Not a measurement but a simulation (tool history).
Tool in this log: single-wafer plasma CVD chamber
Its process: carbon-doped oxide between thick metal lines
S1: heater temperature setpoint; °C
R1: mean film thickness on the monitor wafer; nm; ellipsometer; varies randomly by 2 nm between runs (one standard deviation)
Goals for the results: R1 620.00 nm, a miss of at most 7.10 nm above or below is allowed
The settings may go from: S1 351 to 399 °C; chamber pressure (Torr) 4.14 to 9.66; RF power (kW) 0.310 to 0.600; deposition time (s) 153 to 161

run 1 hour=0.0 | S1=375 chamber_pressure_(Torr)=6.90 RF_power_(kW)=0.455 deposition_time_(s)=161 | R1=718.88
run 2 hour=5.2 | S1=378 chamber_pressure_(Torr)=6.47 RF_power_(kW)=0.440 deposition_time_(s)=161 | R1=696.09
run 3 hour=12.9 | S1=381 chamber_pressure_(Torr)=6.14 RF_power_(kW)=0.425 deposition_time_(s)=161 | R1=672.49
run 4 hour=21.5 | S1=381 chamber_pressure_(Torr)=6.14 RF_power_(kW)=0.425 deposition_time_(s)=153 | R1=639.35
run 5 hour=24.1 | S1=381 chamber_pressure_(Torr)=6.14 RF_power_(kW)=0.425 deposition_time_(s)=161 | R1=671.83
-- hour=27.1 thermocouple changed; heater temperature recalibrated
run 6 hour=27.1 | S1=387 chamber_pressure_(Torr)=6.14 RF_power_(kW)=0.425 deposition_time_(s)=161 | R1=668.06
run 7 hour=34.1 | S1=387 chamber_pressure_(Torr)=5.78 RF_power_(kW)=0.415 deposition_time_(s)=161 | R1=651.33
run 8 hour=36.8 | S1=394 chamber_pressure_(Torr)=4.40 RF_power_(kW)=0.405 deposition_time_(s)=161 | R1=590.80
run 9 hour=40.8 | S1=394 chamber_pressure_(Torr)=4.40 RF_power_(kW)=0.405 deposition_time_(s)=161 | R1=592.96

Which of these 4 next moves meets every target?
run A hour=44.8 | S1=398 chamber_pressure_(Torr)=5.30 RF_power_(kW)=0.410 deposition_time_(s)=161 | R1=?
run B hour=44.8 | S1=390 chamber_pressure_(Torr)=4.85 RF_power_(kW)=0.455 deposition_time_(s)=157 | R1=?
run C hour=44.8 | S1=391 chamber_pressure_(Torr)=4.24 RF_power_(kW)=0.420 deposition_time_(s)=160 | R1=?
run D hour=44.8 | S1=394 chamber_pressure_(Torr)=4.88 RF_power_(kW)=0.450 deposition_time_(s)=160 | R1=?

move=A R1=619.12
move=B R1=635.76
move=C R1=598.49
move=D R1=639.78
A: hits every target within its allowed miss
B: the result that was furthest off in the last run now lies on the other side of its target
C: moves toward the targets from the last run without getting all of them in spec
D: the result that was furthest off in the last run now lies on the other side of its target
Answer: A
